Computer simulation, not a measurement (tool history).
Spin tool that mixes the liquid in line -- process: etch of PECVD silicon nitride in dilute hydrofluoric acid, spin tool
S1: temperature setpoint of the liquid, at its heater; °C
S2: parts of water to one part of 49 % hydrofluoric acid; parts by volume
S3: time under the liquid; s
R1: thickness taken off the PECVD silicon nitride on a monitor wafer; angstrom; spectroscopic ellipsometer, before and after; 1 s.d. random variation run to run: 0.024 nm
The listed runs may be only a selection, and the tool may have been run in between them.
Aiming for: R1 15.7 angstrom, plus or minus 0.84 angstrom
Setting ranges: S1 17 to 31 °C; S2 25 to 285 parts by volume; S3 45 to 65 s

run  hour    S1   S2  S3      R1
  1     0    23  155  65  9.4071
  2   2.6  24.5  155  65  10.418
  3   7.5  24.5  155  65  10.474
  4   8.2  24.5  200  65  8.0645
  5  14.7  25.5  190  65  9.0834
  6  20.5  25.5  190  45   6.177
  7  22.3  25.5  165  45  7.2862
  8  24.7  25.5  140  45   8.706

Exactly one of the 5 candidate moves below puts every result within its allowed miss. Which one?
  A  27.1    31  120  45   ?
  B  27.1  27.5  125  60   ?
  C  27.1  27.5  105  55   ?
  D  27.1    26  135  65   ?
  E  27.1  24.5   90  50   ?

move      R1
   A  13.769
   B  14.161
   C  15.453
   D  12.915
   E  13.475
A: nearer than the last run, and not there yet
B: nearer than the last run, and not there yet
C: meets every target
D: nearer than the last run, and not there yet
E: nearer than the last run, and not there yet
Move C is the one to make.

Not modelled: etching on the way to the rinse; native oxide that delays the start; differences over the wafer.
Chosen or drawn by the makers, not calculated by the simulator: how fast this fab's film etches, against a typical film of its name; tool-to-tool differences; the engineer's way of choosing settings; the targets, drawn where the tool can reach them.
